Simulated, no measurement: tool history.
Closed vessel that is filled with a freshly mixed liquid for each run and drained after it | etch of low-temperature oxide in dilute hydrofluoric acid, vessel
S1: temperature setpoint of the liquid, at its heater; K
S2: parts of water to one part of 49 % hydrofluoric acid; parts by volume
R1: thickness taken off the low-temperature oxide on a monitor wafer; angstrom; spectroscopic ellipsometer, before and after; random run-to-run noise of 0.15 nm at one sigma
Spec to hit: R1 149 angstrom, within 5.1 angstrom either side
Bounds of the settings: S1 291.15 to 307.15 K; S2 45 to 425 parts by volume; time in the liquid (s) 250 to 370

Run 1, day 0: S1 299.15 K, S2 235 parts by volume, time in the liquid (s) 370. Result: R1 214.82 angstrom.
Run 2, day 0.288: S1 299.15 K, S2 265 parts by volume, time in the liquid (s) 370. Result: R1 185.92 angstrom.
Run 3, day 0.362: S1 296.15 K, S2 265 parts by volume, time in the liquid (s) 370. Result: R1 167 angstrom.
Run 4, day 0.458: S1 295.15 K, S2 265 parts by volume, time in the liquid (s) 370. Result: R1 161.97 angstrom.
Run 5, day 0.504: S1 297.65 K, S2 265 parts by volume, time in the liquid (s) 370. Result: R1 172.73 angstrom.
Run 6, day 0.529: S1 296.65 K, S2 265 parts by volume, time in the liquid (s) 370. Result: R1 168.69 angstrom.
Run 7, day 0.717: S1 295.65 K, S2 265 parts by volume, time in the liquid (s) 370. Result: R1 162.81 angstrom.
Run 8, day 0.921: S1 295.15 K, S2 265 parts by volume, time in the liquid (s) 370. Result: R1 160.96 angstrom.
Run 9, day 1.238: S1 294.65 K, S2 265 parts by volume, time in the liquid (s) 370. Result: R1 156.46 angstrom.

5 candidate next runs follow, results not yet known. Just one meets every target within its allowed miss. Identify it.
Run A, day 1.554: S1 295.15 K, S2 250 parts by volume, time in the liquid (s) 370. Result: R1 ?.
Run B, day 1.554: S1 295.65 K, S2 265 parts by volume, time in the liquid (s) 370. Result: R1 ?.
Run C, day 1.554: S1 295.15 K, S2 285 parts by volume, time in the liquid (s) 370. Result: R1 ?.
Run D, day 1.554: S1 292.15 K, S2 235 parts by volume, time in the liquid (s) 360. Result: R1 ?.
Run E, day 1.554: S1 291.15 K, S2 220 parts by volume, time in the liquid (s) 370. Result: R1 ?.

move      R1
   A  174.45
   B  165.16
   C  147.97
   D  163.69
   E   175.3
A: moves away from the targets compared with the last run
B: moves away from the targets compared with the last run
C: every result lands within tolerance
D: moves away from the targets compared with the last run
E: moves away from the targets compared with the last run
C is the move that brings every result within its allowed miss.

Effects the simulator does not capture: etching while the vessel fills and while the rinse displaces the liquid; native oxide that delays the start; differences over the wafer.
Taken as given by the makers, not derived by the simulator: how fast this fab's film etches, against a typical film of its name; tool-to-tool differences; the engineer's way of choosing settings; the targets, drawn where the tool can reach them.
